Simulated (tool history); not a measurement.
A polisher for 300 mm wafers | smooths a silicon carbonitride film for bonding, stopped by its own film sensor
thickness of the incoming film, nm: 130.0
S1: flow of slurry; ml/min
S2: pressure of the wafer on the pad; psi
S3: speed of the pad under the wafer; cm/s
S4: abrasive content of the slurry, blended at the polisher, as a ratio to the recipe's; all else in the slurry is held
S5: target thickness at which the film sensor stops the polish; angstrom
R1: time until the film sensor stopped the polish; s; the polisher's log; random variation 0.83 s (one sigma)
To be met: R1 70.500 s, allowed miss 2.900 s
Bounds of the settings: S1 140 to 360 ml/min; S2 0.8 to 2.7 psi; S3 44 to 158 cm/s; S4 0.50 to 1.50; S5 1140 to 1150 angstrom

| run | hour | S1 | S2 | S3 | S4 | S5 | R1 |
|---|---|---|---|---|---|---|---|
| 1 | 0.0 | 230 | 1.7 | 100 | 1.00 | 1140 | 93.135 |
| 2 | 7.9 | 230 | 1.8 | 100 | 1.00 | 1140 | 89.525 |
| 3 | 16.5 | 230 | 1.8 | 100 | 0.90 | 1140 | 95.891 |
| 4 | 18.8 | 230 | 1.8 | 100 | 0.90 | 1150 | 88.451 |
| 5 | 27.2 | 230 | 1.9 | 100 | 0.90 | 1150 | 83.561 |
| 6 | 33.7 | 195 | 1.9 | 100 | 0.90 | 1150 | 85.649 |
| 7 | 37.2 | 195 | 1.9 | 100 | 0.90 | 1150 | 85.444 |
| 8 | 38.7 | 195 | 2.0 | 100 | 0.90 | 1150 | 82.644 |
| 9 | 43.7 | 195 | 2.1 | 100 | 0.90 | 1150 | 77.568 |

4 next moves are on the table. One of them brings every result within its allowed miss. Which?
| A | 48.7 | 195 | 2.5 | 96 | 0.95 | 1150 | ? |
| B | 48.7 | 265 | 2.4 | 106 | 0.90 | 1150 | ? |
| C | 48.7 | 195 | 2.1 | 114 | 1.20 | 1140 | ? |
| D | 48.7 | 240 | 2.2 | 96 | 1.00 | 1150 | ? |

| move | R1 |
|---|---|
| A | 65.704 |
| B | 63.221 |
| C | 63.921 |
| D | 70.423 |
A: takes the result that was furthest off past its target
B: takes the result that was furthest off past its target
C: takes the result that was furthest off past its target
D: meets every target
Move D is the one to make.

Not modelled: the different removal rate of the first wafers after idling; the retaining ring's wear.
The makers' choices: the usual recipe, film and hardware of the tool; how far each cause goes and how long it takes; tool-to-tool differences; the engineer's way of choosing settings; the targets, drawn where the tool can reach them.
